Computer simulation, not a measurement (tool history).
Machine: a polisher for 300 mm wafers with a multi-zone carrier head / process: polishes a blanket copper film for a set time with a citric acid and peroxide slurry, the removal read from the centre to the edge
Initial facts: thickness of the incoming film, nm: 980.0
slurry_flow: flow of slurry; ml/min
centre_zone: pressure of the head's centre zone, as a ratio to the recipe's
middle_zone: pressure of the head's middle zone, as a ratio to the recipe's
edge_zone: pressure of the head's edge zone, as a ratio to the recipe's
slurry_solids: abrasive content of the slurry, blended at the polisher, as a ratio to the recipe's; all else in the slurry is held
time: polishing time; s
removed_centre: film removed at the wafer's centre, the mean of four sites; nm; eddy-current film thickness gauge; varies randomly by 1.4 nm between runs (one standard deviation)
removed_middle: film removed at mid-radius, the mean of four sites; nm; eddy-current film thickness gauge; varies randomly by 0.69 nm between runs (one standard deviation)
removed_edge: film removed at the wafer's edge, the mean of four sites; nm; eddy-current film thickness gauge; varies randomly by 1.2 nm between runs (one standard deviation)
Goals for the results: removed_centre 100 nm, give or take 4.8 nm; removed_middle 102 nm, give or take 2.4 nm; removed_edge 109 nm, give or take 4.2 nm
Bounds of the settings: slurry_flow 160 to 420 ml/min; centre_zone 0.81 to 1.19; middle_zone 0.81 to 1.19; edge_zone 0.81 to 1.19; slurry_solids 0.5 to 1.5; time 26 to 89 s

run,hour,slurry_flow,centre_zone,middle_zone,edge_zone,slurry_solids,time,removed_centre,removed_middle,removed_edge
1,0,270,1,1,1,1,57,220.9,209.63,201.18
2,6.5,270,1,1,1,1,67,257.37,245.22,240.25
3,9.5,240,1,1,1,1,67,258.27,241.73,235.96
4,17.8,240,1,1,1,1,60,222.42,217.31,211.16
5,19.8,235,0.99,0.98,0.99,0.95,55,203.03,192.87,184.93
6,22.1,235,1.04,0.98,0.99,0.95,55,210.51,192.11,186.98
7,23.8,225,1.01,0.96,1.01,0.9,51,188.2,172.39,174.22
8,30.7,215,0.98,0.95,1.01,0.85,48,163.44,157.48,159.95
9,39.3,210,0.96,0.93,1,0.8,46,152.21,143.41,146.84
10,45.8,205,0.94,0.92,1,0.75,45,139.7,134.72,143.79
11,48.5,205,0.93,0.91,0.98,0.7,44,132.51,126.41,131.29
12,52.6,200,0.91,0.9,0.97,0.7,44,131.02,126.14,133.15
13,61.4,195,0.9,0.9,0.96,0.65,43,122.28,119.16,121.9
14,64,190,0.89,0.89,0.96,0.65,43,116.1,118.18,124.57
15,71.2,190,0.88,0.88,0.95,0.65,43,116.8,117.91,124.4
16,79,190,0.88,0.88,0.95,0.65,43,120.18,115.77,122.48
17,87.9,185,0.87,0.88,0.95,0.65,43,117.81,116.42,124.04
18,91,185,0.86,0.88,0.94,0.65,43,113.21,117.81,121.34
19,92.3,185,0.86,0.88,0.94,0.65,43,113.44,115.63,123.8
20,94.1,185,0.85,0.87,0.93,0.65,43,111.81,114.75,121.91
21,102.2,185,0.85,0.86,0.92,0.65,43,112.96,113.87,121.52
22,105.3,185,0.84,0.86,0.91,0.65,43,112.68,115.17,122.81

Next run, 5 choices. One meets every target within its allowed miss, the rest don't. Which?
A,108.4,185,0.81,0.83,0.97,0.85,43,?,?,?
B,108.4,230,0.89,0.81,1.03,0.5,46,?,?,?
C,108.4,160,0.82,0.83,0.86,0.5,45,?,?,?
D,108.4,205,0.81,0.92,0.84,0.5,42,?,?,?
E,108.4,160,0.88,0.82,0.84,0.85,38,?,?,?

move,removed_centre,removed_middle,removed_edge
A,118.95,122.91,137.67
B,115.92,106.39,124.39
C,99.079,101.38,107.99
D,94.879,106.51,102.09
E,111.71,105.37,112.22
A: misses by more than the last run did
B: moves toward the targets from the last run without getting all of them in spec
C: all results in spec
D: moves toward the targets from the last run without getting all of them in spec
E: moves toward the targets from the last run without getting all of them in spec
C meets every target.
